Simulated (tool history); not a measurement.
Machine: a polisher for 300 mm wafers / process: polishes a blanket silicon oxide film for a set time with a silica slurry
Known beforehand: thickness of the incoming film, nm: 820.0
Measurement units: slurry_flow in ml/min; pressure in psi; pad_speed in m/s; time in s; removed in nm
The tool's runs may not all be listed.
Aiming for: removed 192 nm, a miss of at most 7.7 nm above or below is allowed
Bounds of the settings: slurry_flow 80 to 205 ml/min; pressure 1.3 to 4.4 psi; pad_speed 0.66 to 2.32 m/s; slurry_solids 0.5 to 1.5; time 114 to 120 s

run,hour,slurry_flow,pressure,pad_speed,slurry_solids,time,removed
1,0,135,2.8,1.48,1,114,353.25
2,0.9,135,2.5,1.46,1,114,308.35
3,5.8,135,2.5,1.46,1,120,321.93
4,9.2,135,2.3,1.46,1,120,307.96
5,15.7,135,2.3,1.64,1,120,326.85
6,16.9,135,2.1,1.58,1,120,294.89
7,20.6,135,1.9,1.54,1,120,270.92
8,25.1,135,1.8,1.5,1,120,252.66
9,26.1,135,1.7,1.48,1,120,242.64
10,34.6,135,1.6,1.46,1,120,230.83
11,41.8,135,1.5,1.44,1,120,213.33
12,44.1,135,1.5,1.44,1,120,216.27
13,44.7,130,1.4,1.42,1,120,202.55

5 candidate next runs follow, results not yet known. Just one meets every target within its allowed miss. Identify it.
A,45.3,125,1.5,1.44,0.95,114,?
B,45.3,120,1.4,1.22,1.05,114,?
C,45.3,90,1.8,1.54,0.7,118,?
D,45.3,110,1.3,1.36,1,114,?
E,45.3,95,1.5,1.66,0.95,118,?

move,removed
A,198.88
B,176.18
C,178.2
D,173.94
E,220.27
A: every result within its allowed miss
B: carries the result that was furthest off beyond its target, to the other side
C: carries the result that was furthest off beyond its target, to the other side
D: carries the result that was furthest off beyond its target, to the other side
E: the biggest miss grows against the last run
So the answer is move A, the one that meets all the targets.
